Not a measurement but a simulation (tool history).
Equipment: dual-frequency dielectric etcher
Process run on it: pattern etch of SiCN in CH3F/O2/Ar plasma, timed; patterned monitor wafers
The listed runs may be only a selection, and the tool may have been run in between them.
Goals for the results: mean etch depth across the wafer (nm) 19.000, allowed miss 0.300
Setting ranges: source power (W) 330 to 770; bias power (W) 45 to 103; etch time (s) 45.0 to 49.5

run	hour	source power (W)	bias power (W)	etch time (s)	mean etch depth across the wafer (nm)
1	0.0	550	74	49.5	21.372
2	3.7	610	74	49.5	22.195
3	5.9	610	74	49.5	22.143
4	13.7	670	74	49.5	22.722
5	19.7	600	74	49.5	22.234
6	27.8	550	72	49.5	21.169
7	33.3	510	71	49.5	20.600
8	36.2	480	70	49.5	20.081
# hour 43.1: bias power generator calibrated
9	43.1	460	70	49.5	19.469

Which single option among these 4 for the next run brings every result within its allowed miss of target? Just one does.
A	50.0	460	88	47.0	?
B	50.0	510	78	46.5	?
C	50.0	490	73	49.0	?
D	50.0	490	63	49.0	?

move	mean etch depth across the wafer (nm)
A	19.961
B	19.553
C	19.878
D	18.910
A: moves away from the targets compared with the last run
B: moves away from the targets compared with the last run
C: moves away from the targets compared with the last run
D: meets every target
The move that meets every target is D.
